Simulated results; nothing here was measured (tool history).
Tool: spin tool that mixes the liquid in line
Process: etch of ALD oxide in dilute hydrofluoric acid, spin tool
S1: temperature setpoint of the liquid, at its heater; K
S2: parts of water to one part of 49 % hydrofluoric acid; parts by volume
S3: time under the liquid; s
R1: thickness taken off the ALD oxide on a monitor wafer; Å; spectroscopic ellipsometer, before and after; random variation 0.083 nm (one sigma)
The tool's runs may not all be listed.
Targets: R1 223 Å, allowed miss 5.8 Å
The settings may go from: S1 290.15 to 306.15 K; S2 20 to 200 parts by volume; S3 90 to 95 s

run,hour,S1,S2,S3,R1
1,0,298.15,110,90,104.09
2,8.3,298.15,110,95,110.15
3,9.4,298.15,110,95,110.29
4,14.5,300.65,110,95,120.74
5,22.9,300.65,110,90,113.74
6,24.6,302.15,95,90,143.89
7,29.4,303.15,85,90,167.48
8,32.1,306.15,65,90,253.78
9,33.4,305.15,65,90,243.85
10,40,304.65,65,90,239.04

5 next moves are on the table. One of them brings every result within its allowed miss. Which?
A,46.6,305.15,65,90,?
B,46.6,305.15,75,95,?
C,46.6,305.65,70,95,?
D,46.6,304.65,75,90,?
E,46.6,305.65,60,90,?

move,R1
A,245.23
B,220.87
C,243.04
D,205.33
E,272.93
A: further off than the last run
B: meets every target
C: further off than the last run
D: takes the result that was furthest off past its target
E: further off than the last run
Answer: B

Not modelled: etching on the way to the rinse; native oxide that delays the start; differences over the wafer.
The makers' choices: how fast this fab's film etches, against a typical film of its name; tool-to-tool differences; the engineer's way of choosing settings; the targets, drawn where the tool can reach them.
